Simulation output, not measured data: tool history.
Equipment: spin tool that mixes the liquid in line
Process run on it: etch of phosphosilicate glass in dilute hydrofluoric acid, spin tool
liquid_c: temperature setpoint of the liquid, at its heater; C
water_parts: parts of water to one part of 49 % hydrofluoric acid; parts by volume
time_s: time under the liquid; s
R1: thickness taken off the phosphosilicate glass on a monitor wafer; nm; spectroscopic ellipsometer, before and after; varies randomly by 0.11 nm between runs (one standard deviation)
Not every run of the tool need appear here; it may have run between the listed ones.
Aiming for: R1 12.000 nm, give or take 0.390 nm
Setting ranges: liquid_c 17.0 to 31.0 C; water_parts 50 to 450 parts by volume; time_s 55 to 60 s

{"run": 1, "hour": 0.0, "liquid_c": 23.0, "water_parts": 250, "time_s": 55, "R1": 15.94}
{"run": 2, "hour": 7.0, "liquid_c": 25.0, "water_parts": 250, "time_s": 55, "R1": 16.89}
{"run": 3, "hour": 9.2, "liquid_c": 23.5, "water_parts": 255, "time_s": 55, "R1": 15.792}
{"run": 4, "hour": 10.1, "liquid_c": 22.5, "water_parts": 260, "time_s": 55, "R1": 14.749}
{"run": 5, "hour": 14.0, "liquid_c": 21.5, "water_parts": 260, "time_s": 55, "R1": 14.218}
{"run": 6, "hour": 22.6, "liquid_c": 20.5, "water_parts": 260, "time_s": 55, "R1": 13.621}
{"run": 7, "hour": 30.1, "liquid_c": 20.0, "water_parts": 260, "time_s": 55, "R1": 13.427}
{"run": 8, "hour": 31.0, "liquid_c": 19.5, "water_parts": 260, "time_s": 55, "R1": 13.366}
{"run": 9, "hour": 34.3, "liquid_c": 19.0, "water_parts": 260, "time_s": 55, "R1": 13.207}
{"run": 10, "hour": 38.5, "liquid_c": 19.0, "water_parts": 260, "time_s": 55, "R1": 13.051}

5 candidate next runs follow, results not yet known. Just one meets every target within its allowed miss. Identify it.
{"run": "A", "hour": 42.7, "liquid_c": 19.5, "water_parts": 265, "time_s": 55, "R1": "?"}
{"run": "B", "hour": 42.7, "liquid_c": 17.5, "water_parts": 270, "time_s": 60, "R1": "?"}
{"run": "C", "hour": 42.7, "liquid_c": 19.0, "water_parts": 265, "time_s": 60, "R1": "?"}
{"run": "D", "hour": 42.7, "liquid_c": 19.5, "water_parts": 280, "time_s": 55, "R1": "?"}
{"run": "E", "hour": 42.7, "liquid_c": 20.5, "water_parts": 290, "time_s": 60, "R1": "?"}

move=A R1=12.946
move=B R1=12.794
move=C R1=13.860
move=D R1=12.087
move=E R1=13.090
A: better than the last run, though not everything is in spec
B: better than the last run, though not everything is in spec
C: lands further from the targets than the last run did
D: meets every target
E: about the same distance from the targets as the last run
The move that meets every target is D.
